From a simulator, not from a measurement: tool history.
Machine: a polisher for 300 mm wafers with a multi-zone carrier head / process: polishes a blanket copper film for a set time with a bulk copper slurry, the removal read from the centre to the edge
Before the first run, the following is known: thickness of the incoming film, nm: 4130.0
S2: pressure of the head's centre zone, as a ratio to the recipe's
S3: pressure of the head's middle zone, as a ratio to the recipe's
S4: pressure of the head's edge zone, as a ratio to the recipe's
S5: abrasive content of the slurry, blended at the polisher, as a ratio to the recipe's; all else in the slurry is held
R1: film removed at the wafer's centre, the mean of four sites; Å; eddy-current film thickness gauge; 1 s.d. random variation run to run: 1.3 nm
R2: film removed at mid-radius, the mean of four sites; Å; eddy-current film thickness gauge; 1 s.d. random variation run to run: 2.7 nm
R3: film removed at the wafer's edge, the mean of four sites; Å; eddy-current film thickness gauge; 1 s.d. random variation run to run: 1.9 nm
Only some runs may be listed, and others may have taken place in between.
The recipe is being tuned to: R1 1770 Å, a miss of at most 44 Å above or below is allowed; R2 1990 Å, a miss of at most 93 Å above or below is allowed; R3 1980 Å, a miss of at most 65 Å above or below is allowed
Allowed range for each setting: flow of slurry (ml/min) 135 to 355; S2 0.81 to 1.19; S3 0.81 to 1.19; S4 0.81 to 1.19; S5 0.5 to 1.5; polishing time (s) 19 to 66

run 1 hour=0 | flow_of_slurry_(ml/min)=225 S2=1 S3=1 S4=1 S5=1 polishing_time_(s)=42 | R1=2813.1 R2=3036.6 R3=3184.4
run 2 hour=3.3 | flow_of_slurry_(ml/min)=220 S2=0.98 S3=0.99 S4=0.95 S5=0.85 polishing_time_(s)=38 | R1=2451.9 R2=2612.4 R3=2715.1
run 3 hour=7 | flow_of_slurry_(ml/min)=220 S2=0.98 S3=0.99 S4=0.95 S5=0.85 polishing_time_(s)=31 | R1=1946.5 R2=2231.5 R3=2201.2
run 4 hour=12.5 | flow_of_slurry_(ml/min)=220 S2=0.92 S3=0.99 S4=0.95 S5=0.85 polishing_time_(s)=31 | R1=1859.7 R2=2206.7 R3=2212.7
run 5 hour=18.9 | flow_of_slurry_(ml/min)=190 S2=0.92 S3=0.99 S4=0.95 S5=0.85 polishing_time_(s)=31 | R1=1834.3 R2=2221.3 R3=2202.7
run 6 hour=24.8 | flow_of_slurry_(ml/min)=190 S2=0.92 S3=0.97 S4=0.91 S5=0.8 polishing_time_(s)=31 | R1=1796.1 R2=2079.3 R3=2111.5
run 7 hour=29.2 | flow_of_slurry_(ml/min)=185 S2=0.92 S3=0.97 S4=0.88 S5=0.8 polishing_time_(s)=31 | R1=1818.9 R2=2138.6 R3=2149.5
run 8 hour=35.8 | flow_of_slurry_(ml/min)=200 S2=0.98 S3=0.99 S4=0.9 S5=0.55 polishing_time_(s)=29 | R1=1733.8 R2=1919.1 R3=1913

4 candidate next runs follow, results not yet known. Just one meets every target within its allowed miss. Identify it.
run A hour=42.4 | flow_of_slurry_(ml/min)=230 S2=0.98 S3=0.86 S4=0.94 S5=0.6 polishing_time_(s)=29 | R1=? R2=? R3=?
run B hour=42.4 | flow_of_slurry_(ml/min)=160 S2=0.95 S3=1.03 S4=0.96 S5=0.65 polishing_time_(s)=29 | R1=? R2=? R3=?
run C hour=42.4 | flow_of_slurry_(ml/min)=185 S2=1.01 S3=1.05 S4=1 S5=0.55 polishing_time_(s)=29 | R1=? R2=? R3=?
run D hour=42.4 | flow_of_slurry_(ml/min)=150 S2=1.06 S3=1.1 S4=0.87 S5=0.6 polishing_time_(s)=28 | R1=? R2=? R3=?

move=A R1=1768.2 R2=1753.6 R3=1972.1
move=B R1=1659.1 R2=1982.2 R3=1949.2
move=C R1=1759.4 R2=2002.3 R3=1963
move=D R1=1757.1 R2=1985.9 R3=1775.6
A: the furthest-off result lands on target, but another misses its tolerance
B: the furthest-off result lands on target, but another misses its tolerance
C: hits every target within its allowed miss
D: its largest miss is bigger than the last run's
Move C is the one to make.
